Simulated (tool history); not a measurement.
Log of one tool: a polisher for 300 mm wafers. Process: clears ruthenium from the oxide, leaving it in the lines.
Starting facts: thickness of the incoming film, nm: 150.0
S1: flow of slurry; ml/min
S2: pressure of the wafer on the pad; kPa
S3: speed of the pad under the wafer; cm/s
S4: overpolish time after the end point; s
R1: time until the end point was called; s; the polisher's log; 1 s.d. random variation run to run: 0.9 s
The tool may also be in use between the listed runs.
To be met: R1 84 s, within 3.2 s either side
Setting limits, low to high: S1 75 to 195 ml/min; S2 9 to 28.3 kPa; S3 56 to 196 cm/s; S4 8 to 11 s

Run 1, hour 0: S1 125 ml/min, S2 18.6 kPa, S3 126 cm/s, S4 11 s. Result: R1 72.145 s.
Run 2, hour 8.6: S1 155 ml/min, S2 18.6 kPa, S3 126 cm/s, S4 11 s. Result: R1 67.874 s.
Run 3, hour 9.9: S1 155 ml/min, S2 18.6 kPa, S3 158 cm/s, S4 11 s. Result: R1 55.759 s.
Run 4, hour 16.3: S1 155 ml/min, S2 18.6 kPa, S3 158 cm/s, S4 11 s. Result: R1 54.942 s.
Run 5, hour 18.8: S1 155 ml/min, S2 18.6 kPa, S3 158 cm/s, S4 11 s. Result: R1 55.004 s.
Run 6, hour 26.1: S1 145 ml/min, S2 16.5 kPa, S3 158 cm/s, S4 11 s. Result: R1 61.333 s.
Run 7, hour 29.9: S1 140 ml/min, S2 14.5 kPa, S3 158 cm/s, S4 11 s. Result: R1 68.764 s.
Run 8, hour 32.4: S1 135 ml/min, S2 13.1 kPa, S3 158 cm/s, S4 11 s. Result: R1 76.187 s.
Run 9, hour 39.4: S1 130 ml/min, S2 12.4 kPa, S3 158 cm/s, S4 11 s. Result: R1 78.105 s.
At hour 43.1: slurry nozzle cleaned.
Run 10, hour 43.1: S1 125 ml/min, S2 11.7 kPa, S3 158 cm/s, S4 11 s. Result: R1 77.296 s.

Which of these 5 next moves meets every target?
Run A, hour 46.8: S1 165 ml/min, S2 13.1 kPa, S3 144 cm/s, S4 11 s. Result: R1 ?.
Run B, hour 46.8: S1 100 ml/min, S2 15.2 kPa, S3 156 cm/s, S4 8 s. Result: R1 ?.
Run C, hour 46.8: S1 125 ml/min, S2 13.8 kPa, S3 156 cm/s, S4 11 s. Result: R1 ?.
Run D, hour 46.8: S1 105 ml/min, S2 11 kPa, S3 158 cm/s, S4 11 s. Result: R1 ?.
Run E, hour 46.8: S1 85 ml/min, S2 13.8 kPa, S3 164 cm/s, S4 8 s. Result: R1 ?.

move      R1
   A  75.232
   B  66.402
   C  69.359
   D  83.217
   E  69.833
A: the biggest miss grows against the last run
B: the biggest miss grows against the last run
C: the biggest miss grows against the last run
D: all results land within tolerance of their targets
E: the biggest miss grows against the last run
Answer: D
